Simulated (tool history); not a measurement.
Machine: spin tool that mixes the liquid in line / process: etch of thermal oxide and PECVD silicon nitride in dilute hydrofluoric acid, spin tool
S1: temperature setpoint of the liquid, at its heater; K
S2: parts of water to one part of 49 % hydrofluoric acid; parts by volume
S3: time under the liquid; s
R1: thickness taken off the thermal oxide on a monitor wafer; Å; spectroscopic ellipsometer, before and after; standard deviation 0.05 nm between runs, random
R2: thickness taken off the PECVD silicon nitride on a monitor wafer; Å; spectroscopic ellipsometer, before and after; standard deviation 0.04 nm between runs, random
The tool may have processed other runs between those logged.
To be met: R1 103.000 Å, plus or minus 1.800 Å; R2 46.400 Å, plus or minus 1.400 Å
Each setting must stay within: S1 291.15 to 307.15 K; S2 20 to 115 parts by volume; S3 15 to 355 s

run    day      S1  S2   S3       R1      R2
  1  0.000  299.15  65  180  144.270  76.581
  2  0.129  299.15  65  140  111.470  60.125
  3  0.262  297.65  65  140  104.810  54.550
  4  0.558  297.65  65  185  138.140  71.421
  5  0.683  296.15  65  185  130.780  64.632
  6  0.788  294.65  65  185  122.730  58.400
  7  1.150  294.15  65  185  120.160  57.249
  8  1.379  293.65  65  185  118.060  54.270

Pick the move, out of 5, that brings all results within their allowed miss; only one does.
  A  1.608  292.65  70  200   ?   ?
  B  1.608  292.65  60  155   ?   ?
  C  1.608  294.15  40  125   ?   ?
  D  1.608  303.65  80  130   ?   ?
  E  1.608  292.15  65  185   ?   ?

move       R1      R2
   A  113.060  52.197
   B  103.420  47.006
   C  136.580  62.395
   D   98.565  61.559
   E  110.910  50.126
A: nearer than the last run, and not there yet
B: in spec on every target
C: its largest miss is bigger than the last run's
D: pushes the last run's worst result past its target
E: nearer than the last run, and not there yet
The move that meets every target is B.
